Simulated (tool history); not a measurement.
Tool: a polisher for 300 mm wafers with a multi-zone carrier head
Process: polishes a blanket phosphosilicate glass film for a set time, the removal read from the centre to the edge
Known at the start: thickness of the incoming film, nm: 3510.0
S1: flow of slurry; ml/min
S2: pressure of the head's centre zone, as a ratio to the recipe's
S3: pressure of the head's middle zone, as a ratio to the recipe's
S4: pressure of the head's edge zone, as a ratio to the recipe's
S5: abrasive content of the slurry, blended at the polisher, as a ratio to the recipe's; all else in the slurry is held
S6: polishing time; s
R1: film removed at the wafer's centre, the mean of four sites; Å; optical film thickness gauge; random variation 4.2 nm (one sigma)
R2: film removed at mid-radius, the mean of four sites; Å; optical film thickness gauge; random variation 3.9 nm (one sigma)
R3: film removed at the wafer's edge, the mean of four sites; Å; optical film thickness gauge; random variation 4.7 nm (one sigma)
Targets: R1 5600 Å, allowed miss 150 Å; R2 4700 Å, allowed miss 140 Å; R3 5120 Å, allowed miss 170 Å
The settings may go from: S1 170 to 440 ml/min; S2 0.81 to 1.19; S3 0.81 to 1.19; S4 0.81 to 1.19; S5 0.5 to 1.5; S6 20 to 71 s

| run | hour | S1 | S2 | S3 | S4 | S5 | S6 | R1 | R2 | R3 |
|---|---|---|---|---|---|---|---|---|---|---|
| 1 | 0 | 280 | 1 | 1 | 1 | 1 | 45 | 3654.1 | 3565.5 | 3602.9 |
| 2 | 6.2 | 290 | 1.05 | 1 | 1.05 | 1.15 | 45 | 4022.8 | 3741.1 | 3825.7 |
| 3 | 11.7 | 290 | 1.05 | 1 | 1.05 | 1 | 45 | 3865.7 | 3586.6 | 3795.4 |
| 4 | 18 | 290 | 1.05 | 1 | 1.05 | 1.2 | 45 | 4059.6 | 3786.6 | 3939.3 |
| 5 | 18.7 | 305 | 1.1 | 1.01 | 1.09 | 1.3 | 46 | 4462.1 | 3951.2 | 4169.5 |
| 6 | 26.3 | 375 | 1.1 | 1.01 | 1.09 | 1.3 | 46 | 4511.4 | 4096.2 | 4294.1 |
| 7 | 32.5 | 375 | 1.12 | 1.01 | 1.11 | 1.35 | 48 | 4900.4 | 4279.2 | 4575.2 |
| 8 | 38 | 380 | 1.13 | 1.02 | 1.13 | 1.4 | 49 | 5069.3 | 4462.4 | 4777.5 |
| 9 | 40.8 | 385 | 1.14 | 1.02 | 1.14 | 1.45 | 49 | 5219.8 | 4538.1 | 4755 |
| 10 | 42.4 | 395 | 1.14 | 1.01 | 1.15 | 1.45 | 50 | 5301.3 | 4609.9 | 4842.5 |
| 11 | 49.5 | 395 | 1.14 | 1.01 | 1.15 | 1.45 | 50 | 5395.4 | 4553.2 | 4991.2 |
| 12 | 52.2 | 400 | 1.14 | 1.01 | 1.15 | 1.45 | 50 | 5354.2 | 4570.5 | 4848.2 |
| 13 | 58.5 | 395 | 1.14 | 1 | 1.16 | 1.45 | 51 | 5406.7 | 4640.5 | 5053.8 |
| 14 | 64.9 | 395 | 1.14 | 1 | 1.16 | 1.45 | 51 | 5345.7 | 4604.7 | 5029.7 |

Which of these 5 next moves meets every target?
| A | 71.3 | 295 | 1.13 | 1.04 | 1.16 | 1.45 | 51 | ? | ? | ? |
| B | 71.3 | 290 | 1.12 | 0.93 | 1.19 | 1.5 | 52 | ? | ? | ? |
| C | 71.3 | 370 | 1.03 | 0.96 | 1.19 | 1.45 | 51 | ? | ? | ? |
| D | 71.3 | 405 | 1.04 | 0.94 | 1.18 | 1.4 | 52 | ? | ? | ? |
| E | 71.3 | 425 | 1.15 | 0.99 | 1.15 | 1.5 | 51 | ? | ? | ? |

| move | R1 | R2 | R3 |
|---|---|---|---|
| A | 5243.7 | 4719 | 4937.8 |
| B | 5334.5 | 4474.6 | 5149.3 |
| C | 4885.4 | 4549.5 | 5088.1 |
| D | 5019.2 | 4557.4 | 5144 |
| E | 5572.4 | 4740.3 | 5083.7 |
A: further off than the last run
B: as far off as the last run
C: further off than the last run
D: further off than the last run
E: meets every target
The right move is E.

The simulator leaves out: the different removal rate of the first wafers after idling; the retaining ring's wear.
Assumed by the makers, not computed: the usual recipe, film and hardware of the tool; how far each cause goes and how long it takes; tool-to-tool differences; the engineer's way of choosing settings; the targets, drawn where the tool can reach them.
